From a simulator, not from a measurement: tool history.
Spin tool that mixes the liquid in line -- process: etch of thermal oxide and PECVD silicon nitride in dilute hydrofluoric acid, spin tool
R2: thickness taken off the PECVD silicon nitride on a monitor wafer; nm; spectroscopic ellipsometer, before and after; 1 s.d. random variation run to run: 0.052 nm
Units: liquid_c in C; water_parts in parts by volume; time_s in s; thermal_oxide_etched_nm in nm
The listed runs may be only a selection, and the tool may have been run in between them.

{"run": 1, "hour": 0.0, "liquid_c": 22, "water_parts": 45, "time_s": 180, "thermal_oxide_etched_nm": 20.195, "R2": 6.2664}
{"run": 2, "hour": 1.7, "liquid_c": 22.5, "water_parts": 40, "time_s": 180, "thermal_oxide_etched_nm": 23.75, "R2": 7.2139}
{"run": 3, "hour": 2.7, "liquid_c": 23.5, "water_parts": 40, "time_s": 180, "thermal_oxide_etched_nm": 24.917, "R2": 7.7724}
{"run": 4, "hour": 11.2, "liquid_c": 23.5, "water_parts": 50, "time_s": 180, "thermal_oxide_etched_nm": 19.3, "R2": 6.2212}
{"run": 5, "hour": 12.7, "liquid_c": 23.5, "water_parts": 60, "time_s": 180, "thermal_oxide_etched_nm": 15.961, "R2": 5.2175}
{"run": 6, "hour": 14.4, "liquid_c": 24.5, "water_parts": 50, "time_s": 175, "thermal_oxide_etched_nm": 19.432, "R2": 6.4854}

Run 7 has not been measured yet. What should we expect?
{"run": 7, "hour": 20.0, "liquid_c": 24, "water_parts": 35, "time_s": 170, "thermal_oxide_etched_nm": "?", "R2": "?"}

{"run 7": {"thermal_oxide_etched_nm": 27.291, "R2": 8.6219}}
